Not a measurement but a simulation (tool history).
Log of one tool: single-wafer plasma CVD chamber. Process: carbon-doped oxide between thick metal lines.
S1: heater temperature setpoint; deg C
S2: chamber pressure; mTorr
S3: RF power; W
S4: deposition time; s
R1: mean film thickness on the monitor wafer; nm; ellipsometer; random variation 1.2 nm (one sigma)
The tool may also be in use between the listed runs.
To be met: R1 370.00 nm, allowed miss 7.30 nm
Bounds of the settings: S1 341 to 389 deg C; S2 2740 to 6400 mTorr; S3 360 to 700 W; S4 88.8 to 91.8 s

run 1 day=0.000 | S1=365 S2=4570 S3=530 S4=88.8 | R1=420.29
run 2 day=0.158 | S1=365 S2=4570 S3=560 S4=88.8 | R1=433.60
run 3 day=0.283 | S1=366 S2=4380 S3=545 S4=88.8 | R1=423.17
run 4 day=0.575 | S1=367 S2=4210 S3=535 S4=88.8 | R1=414.35
run 5 day=0.696 | S1=368 S2=4030 S3=530 S4=88.8 | R1=410.49
run 6 day=0.858 | S1=363 S2=4030 S3=530 S4=88.8 | R1=411.81
run 7 day=1.212 | S1=363 S2=3900 S3=520 S4=88.8 | R1=406.66
run 8 day=1.550 | S1=371 S2=2990 S3=460 S4=88.8 | R1=360.91
run 9 day=1.696 | S1=371 S2=3040 S3=460 S4=88.8 | R1=359.63

Which of these 5 next moves meets every target?
run A day=1.842 | S1=364 S2=4430 S3=475 S4=88.8 | R1=?
run B day=1.842 | S1=368 S2=3140 S3=490 S4=91.8 | R1=?
run C day=1.842 | S1=367 S2=3180 S3=475 S4=91.3 | R1=?
run D day=1.842 | S1=365 S2=2760 S3=460 S4=90.4 | R1=?
run E day=1.842 | S1=367 S2=2770 S3=435 S4=90.6 | R1=?

move=A R1=394.05
move=B R1=391.87
move=C R1=383.72
move=D R1=368.87
move=E R1=355.54
A: takes the result that was furthest off past its target
B: takes the result that was furthest off past its target
C: takes the result that was furthest off past its target
D: meets every target
E: further off than the last run
Answer: D

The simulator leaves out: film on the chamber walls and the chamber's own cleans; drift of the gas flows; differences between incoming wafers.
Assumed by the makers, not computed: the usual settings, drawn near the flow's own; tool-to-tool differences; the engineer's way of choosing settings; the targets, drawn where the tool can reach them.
